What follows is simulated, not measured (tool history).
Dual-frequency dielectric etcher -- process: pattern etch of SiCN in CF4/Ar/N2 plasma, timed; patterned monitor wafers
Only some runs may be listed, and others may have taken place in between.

| run | hour | source power (W) | bias power (W) | Ar flow (sccm) | CF4 flow (sccm) | etch time (s) | mean etch depth across the wafer (angstrom) |
|---|---|---|---|---|---|---|---|
| 1 | 0.0 | 590 | 97 | 107 | 51 | 95.5 | 1224.20 |
| 2 | 7.4 | 570 | 96 | 107 | 51 | 95.5 | 1180.50 |
| 3 | 11.1 | 570 | 96 | 107 | 55 | 95.5 | 1194.20 |
| 4 | 15.7 | 570 | 96 | 107 | 50 | 95.5 | 1171.70 |
|  | 22.9 | bias power generator calibrated |
| 5 | 22.9 | 550 | 96 | 107 | 50 | 95.5 | 1108.40 |
| 6 | 25.5 | 540 | 96 | 107 | 50 | 95.5 | 1096.10 |
| 7 | 28.6 | 530 | 96 | 107 | 50 | 95.5 | 1072.60 |

Run 8 has not been measured yet. What should we expect?
| 8 | 33.0 | 490 | 95 | 107 | 50 | 95.5 | ? |

mean etch depth across the wafer (angstrom): 978.08
